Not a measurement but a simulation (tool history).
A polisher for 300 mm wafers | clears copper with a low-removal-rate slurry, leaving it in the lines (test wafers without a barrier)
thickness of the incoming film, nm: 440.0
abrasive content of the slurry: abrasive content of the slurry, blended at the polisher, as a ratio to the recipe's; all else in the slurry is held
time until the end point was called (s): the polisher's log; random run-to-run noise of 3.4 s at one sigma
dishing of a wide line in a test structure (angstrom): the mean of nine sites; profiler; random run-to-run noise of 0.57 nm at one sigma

run  hour  flow of slurry (ml/min)  pressure of the wafer on the pad (kPa)  speed of the pad under the wafer (m/s)  abrasive content of the slurry  overpolish time after the end point (s)  time until the end point was called (s)  dishing of a wide line in a test structure (angstrom)
  1   0.0                      315                                    17.9                                    1.16                            1.00                                       10                                   119.75                                                 255.03
  2   5.3                      315                                    17.2                                    1.16                            1.00                                       10                                   118.44                                                 238.51
  3  12.3                      315                                    16.5                                    1.14                            1.00                                       11                                   130.77                                                 241.86
  4  18.2                      315                                    16.5                                    1.40                            1.00                                       11                                   101.70                                                 311.86
  5  19.9                      315                                    16.5                                    1.40                            1.00                                       15                                   102.99                                                 370.32
  6  22.6                      315                                    16.5                                    1.40                            0.85                                       15                                   104.25                                                 390.13
  7  27.6                      315                                    15.2                                    1.38                            0.85                                       15                                   114.32                                                 358.85
  8  35.5                      315                                    14.5                                    1.36                            0.85                                       15                                   116.83                                                 339.37
  9  42.2                      315                                    13.8                                    1.34                            0.85                                       15                                   123.31                                                 332.74

Run 10 is up next; what results do you expect?
 10  46.2                      315                                    13.1                                    1.32                            0.85                                       15                                        ?                                                      ?

Run 10 came out at time until the end point was called (s) 130.35, dishing of a wide line in a test structure (angstrom) 320.32.

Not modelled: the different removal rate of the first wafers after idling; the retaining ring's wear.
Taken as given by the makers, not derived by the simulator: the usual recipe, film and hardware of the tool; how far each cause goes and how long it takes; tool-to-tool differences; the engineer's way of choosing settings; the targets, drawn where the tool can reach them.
